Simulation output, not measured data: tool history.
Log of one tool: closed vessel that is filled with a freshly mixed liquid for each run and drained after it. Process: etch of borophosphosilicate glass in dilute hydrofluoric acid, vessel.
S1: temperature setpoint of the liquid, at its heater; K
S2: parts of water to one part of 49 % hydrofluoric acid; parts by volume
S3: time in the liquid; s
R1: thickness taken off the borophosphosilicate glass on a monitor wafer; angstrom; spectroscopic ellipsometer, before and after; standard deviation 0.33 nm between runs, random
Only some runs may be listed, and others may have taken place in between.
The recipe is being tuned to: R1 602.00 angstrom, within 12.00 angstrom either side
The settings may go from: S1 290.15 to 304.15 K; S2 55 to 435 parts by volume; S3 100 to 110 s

{"run": 1, "day": 0.0, "S1": 296.15, "S2": 245, "S3": 100, "R1": 220.76}
{"run": 2, "day": 0.142, "S1": 298.65, "S2": 195, "S3": 100, "R1": 317.99}
{"run": 3, "day": 0.204, "S1": 300.65, "S2": 165, "S3": 100, "R1": 421.46}
{"run": 4, "day": 0.379, "S1": 301.65, "S2": 155, "S3": 100, "R1": 466.73}
{"run": 5, "day": 0.671, "S1": 301.65, "S2": 155, "S3": 110, "R1": 517.02}
{"run": 6, "day": 0.925, "S1": 301.65, "S2": 155, "S3": 110, "R1": 517.58}
{"run": 7, "day": 0.992, "S1": 302.65, "S2": 150, "S3": 110, "R1": 559.93}
{"run": 8, "day": 1.204, "S1": 303.15, "S2": 150, "S3": 110, "R1": 566.83}

Consider the 4 candidate settings below. Which is the only one whose results all fall within their allowed miss of target?
{"run": "A", "day": 1.417, "S1": 304.15, "S2": 165, "S3": 110, "R1": "?"}
{"run": "B", "day": 1.417, "S1": 304.15, "S2": 155, "S3": 100, "R1": "?"}
{"run": "C", "day": 1.417, "S1": 301.15, "S2": 130, "S3": 105, "R1": "?"}
{"run": "D", "day": 1.417, "S1": 302.65, "S2": 140, "S3": 105, "R1": "?"}

move=A R1=523.71
move=B R1=513.56
move=C R1=595.69
move=D R1=577.02
A: its largest miss is bigger than the last run's
B: its largest miss is bigger than the last run's
C: meets every target
D: better than the last run, though not everything is in spec
Go with C: it meets all targets.
